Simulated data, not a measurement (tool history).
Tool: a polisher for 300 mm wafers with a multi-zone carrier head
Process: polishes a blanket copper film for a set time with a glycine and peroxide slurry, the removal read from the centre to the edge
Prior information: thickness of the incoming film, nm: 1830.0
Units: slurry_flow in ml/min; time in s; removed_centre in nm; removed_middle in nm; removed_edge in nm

run	hour	slurry_flow	centre_zone	middle_zone	edge_zone	time	removed_centre	removed_middle	removed_edge
1	0	205	1	1	1	70	398.49	401.08	399.44
2	1.8	205	1.07	1	1	70	416.18	396.61	400.37
3	5.5	210	1.08	1	1	71	431.64	394.7	405.57
4	11.9	215	1.09	1.01	1.01	72	446.96	422.35	423.05
5	15.4	225	1.1	1.01	1.01	73	458.29	428.05	422.96
6	18.7	230	1.11	1.01	1.02	74	464.51	427.43	432.88

Run 7 has not been measured yet. What should we expect?
7	27.3	230	1.12	1.01	1.02	75	?	?	?

removed_centre: 484.07 nm
removed_middle: 421.72 nm
removed_edge: 443.37 nm
